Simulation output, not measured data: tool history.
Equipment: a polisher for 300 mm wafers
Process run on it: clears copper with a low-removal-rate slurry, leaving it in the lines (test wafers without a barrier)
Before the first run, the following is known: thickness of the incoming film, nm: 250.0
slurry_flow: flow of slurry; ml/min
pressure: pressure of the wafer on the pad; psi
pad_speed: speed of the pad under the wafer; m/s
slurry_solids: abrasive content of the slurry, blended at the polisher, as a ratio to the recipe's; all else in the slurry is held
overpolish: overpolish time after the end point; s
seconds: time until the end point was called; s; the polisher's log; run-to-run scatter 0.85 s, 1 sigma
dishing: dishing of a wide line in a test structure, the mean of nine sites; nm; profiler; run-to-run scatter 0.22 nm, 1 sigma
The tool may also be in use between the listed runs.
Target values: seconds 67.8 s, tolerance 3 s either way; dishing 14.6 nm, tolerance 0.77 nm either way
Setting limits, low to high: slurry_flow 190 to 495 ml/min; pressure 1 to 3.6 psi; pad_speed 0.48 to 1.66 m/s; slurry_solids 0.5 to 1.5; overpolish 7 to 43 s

Run 1, hour 0: slurry_flow 320 ml/min, pressure 2.3 psi, pad_speed 1.06 m/s, slurry_solids 1, overpolish 22 s. Result: seconds 88.597 s, dishing 30.235 nm.
Run 2, hour 6.1: slurry_flow 320 ml/min, pressure 2.3 psi, pad_speed 0.88 m/s, slurry_solids 1, overpolish 22 s. Result: seconds 105.03 s, dishing 27.036 nm.
Run 3, hour 9: slurry_flow 295 ml/min, pressure 2 psi, pad_speed 1.14 m/s, slurry_solids 0.95, overpolish 17 s. Result: seconds 95.039 s, dishing 22.95 nm.
Run 4, hour 13.8: slurry_flow 260 ml/min, pressure 1.9 psi, pad_speed 1.32 m/s, slurry_solids 0.85, overpolish 14 s. Result: seconds 91.738 s, dishing 20.853 nm.
Run 5, hour 15.3: slurry_flow 235 ml/min, pressure 1.7 psi, pad_speed 1.44 m/s, slurry_solids 1, overpolish 12 s. Result: seconds 88.701 s, dishing 17.932 nm.
Run 6, hour 19.6: slurry_flow 220 ml/min, pressure 1.7 psi, pad_speed 1.52 m/s, slurry_solids 1.15, overpolish 10 s. Result: seconds 83.639 s, dishing 17.077 nm.
Run 7, hour 22: slurry_flow 210 ml/min, pressure 1.7 psi, pad_speed 1.56 m/s, slurry_solids 1.25, overpolish 9 s. Result: seconds 77.864 s, dishing 16.181 nm.
Run 8, hour 27.8: slurry_flow 205 ml/min, pressure 1.7 psi, pad_speed 1.6 m/s, slurry_solids 1.35, overpolish 8 s. Result: seconds 75.389 s, dishing 14.274 nm.

Exercise: of the 4 proposed moves below, exactly one satisfies all targets within the stated allowed misses. Which move is it?
Run A, hour 33.6: slurry_flow 240 ml/min, pressure 1.6 psi, pad_speed 1.58 m/s, slurry_solids 1.5, overpolish 7 s. Result: seconds ?, dishing ?.
Run B, hour 33.6: slurry_flow 235 ml/min, pressure 1.9 psi, pad_speed 1.54 m/s, slurry_solids 1.45, overpolish 7 s. Result: seconds ?, dishing ?.
Run C, hour 33.6: slurry_flow 225 ml/min, pressure 1.8 psi, pad_speed 1.46 m/s, slurry_solids 1.4, overpolish 9 s. Result: seconds ?, dishing ?.
Run D, hour 33.6: slurry_flow 225 ml/min, pressure 1.6 psi, pad_speed 1.6 m/s, slurry_solids 1.5, overpolish 7 s. Result: seconds ?, dishing ?.

move  seconds  dishing
   A   75.882   12.804
   B   67.163   14.368
   C   75.415    16.17
   D   75.458   12.869
A: moves away from the targets compared with the last run
B: meets every target
C: no better and no worse than the last run
D: no better and no worse than the last run
The right move is B.
